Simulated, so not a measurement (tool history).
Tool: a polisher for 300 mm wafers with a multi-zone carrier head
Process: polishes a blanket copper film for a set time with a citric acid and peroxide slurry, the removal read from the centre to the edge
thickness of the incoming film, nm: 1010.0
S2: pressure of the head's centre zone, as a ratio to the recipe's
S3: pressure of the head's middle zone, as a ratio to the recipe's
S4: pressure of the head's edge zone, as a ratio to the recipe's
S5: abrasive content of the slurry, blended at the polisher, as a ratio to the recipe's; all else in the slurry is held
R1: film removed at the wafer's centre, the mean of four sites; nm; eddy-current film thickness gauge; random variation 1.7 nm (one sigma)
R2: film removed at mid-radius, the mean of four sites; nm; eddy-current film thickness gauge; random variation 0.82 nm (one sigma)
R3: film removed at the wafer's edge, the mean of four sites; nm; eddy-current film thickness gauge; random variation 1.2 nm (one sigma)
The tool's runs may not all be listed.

{"run": 1, "day": 0.0, "flow of slurry (ml/min)": 270, "S2": 1, "S3": 1, "S4": 1, "S5": 1, "polishing time (s)": 56, "R1": 145.81, "R2": 143.34, "R3": 146.86}
{"run": 2, "day": 0.208, "flow of slurry (ml/min)": 270, "S2": 1, "S3": 0.93, "S4": 1, "S5": 1, "polishing time (s)": 56, "R1": 147.88, "R2": 136.07, "R3": 145.72}
{"run": 3, "day": 0.362, "flow of slurry (ml/min)": 270, "S2": 1, "S3": 0.93, "S4": 1, "S5": 0.85, "polishing time (s)": 56, "R1": 141.37, "R2": 130.64, "R3": 137.97}
{"run": 4, "day": 0.504, "flow of slurry (ml/min)": 270, "S2": 1, "S3": 0.93, "S4": 1.08, "S5": 0.85, "polishing time (s)": 56, "R1": 139.48, "R2": 131.89, "R3": 146.72}
{"run": 5, "day": 0.854, "flow of slurry (ml/min)": 265, "S2": 0.98, "S3": 0.94, "S4": 1.04, "S5": 0.8, "polishing time (s)": 56, "R1": 135.47, "R2": 128.44, "R3": 143.09}
{"run": 6, "day": 0.896, "flow of slurry (ml/min)": 265, "S2": 0.98, "S3": 0.94, "S4": 1.09, "S5": 0.8, "polishing time (s)": 56, "R1": 132.78, "R2": 129.07, "R3": 144.65}
{"run": 7, "day": 1.188, "flow of slurry (ml/min)": 270, "S2": 0.99, "S3": 1.04, "S4": 0.99, "S5": 0.55, "polishing time (s)": 49, "R1": 112.98, "R2": 113.53, "R3": 111.82}
{"run": 8, "day": 1.538, "flow of slurry (ml/min)": 280, "S2": 1, "S3": 1.05, "S4": 0.99, "S5": 0.55, "polishing time (s)": 49, "R1": 112.32, "R2": 114.76, "R3": 109.31}
{"run": 9, "day": 1.817, "flow of slurry (ml/min)": 280, "S2": 1.01, "S3": 1.06, "S4": 1, "S5": 0.6, "polishing time (s)": 49, "R1": 116.12, "R2": 117.19, "R3": 111.73}

Forecast run 10:
{"run": 10, "day": 2.025, "flow of slurry (ml/min)": 285, "S2": 1.01, "S3": 1.07, "S4": 1.01, "S5": 0.6, "polishing time (s)": 49, "R1": "?", "R2": "?", "R3": "?"}

{"run 10": {"R1": 116.13, "R2": 119.02, "R3": 115.49}}
